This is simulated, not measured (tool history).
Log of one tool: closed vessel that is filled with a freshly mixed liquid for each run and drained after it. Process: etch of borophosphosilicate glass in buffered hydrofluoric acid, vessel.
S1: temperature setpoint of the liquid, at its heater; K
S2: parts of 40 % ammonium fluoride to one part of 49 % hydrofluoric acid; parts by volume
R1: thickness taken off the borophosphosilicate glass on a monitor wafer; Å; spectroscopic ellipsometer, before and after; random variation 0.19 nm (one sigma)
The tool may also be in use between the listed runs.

Run 1, hour 0.0: S1 297.15 K, S2 22.5 parts by volume, time in the liquid (s) 30. Result: R1 339.45 Å.
Run 2, hour 2.6: S1 297.15 K, S2 28.0 parts by volume, time in the liquid (s) 30. Result: R1 292.42 Å.
Run 3, hour 7.9: S1 299.15 K, S2 28.0 parts by volume, time in the liquid (s) 30. Result: R1 325.11 Å.
Run 4, hour 12.6: S1 296.15 K, S2 28.0 parts by volume, time in the liquid (s) 30. Result: R1 276.00 Å.
Run 5, hour 21.6: S1 292.65 K, S2 28.0 parts by volume, time in the liquid (s) 30. Result: R1 227.90 Å.
Run 6, hour 28.0: S1 292.65 K, S2 24.0 parts by volume, time in the liquid (s) 30. Result: R1 253.65 Å.
Run 7, hour 29.7: S1 295.15 K, S2 24.0 parts by volume, time in the liquid (s) 30. Result: R1 289.95 Å.
At hour 32.8: hydrofluoric acid flow meter replaced.
Run 8, hour 32.8: S1 295.15 K, S2 24.0 parts by volume, time in the liquid (s) 30. Result: R1 301.54 Å.

The next listed run, before its measurement:
Run 9, hour 40.6: S1 299.15 K, S2 23.5 parts by volume, time in the liquid (s) 30. Result: R1 ?.

R1: 379.62 Å
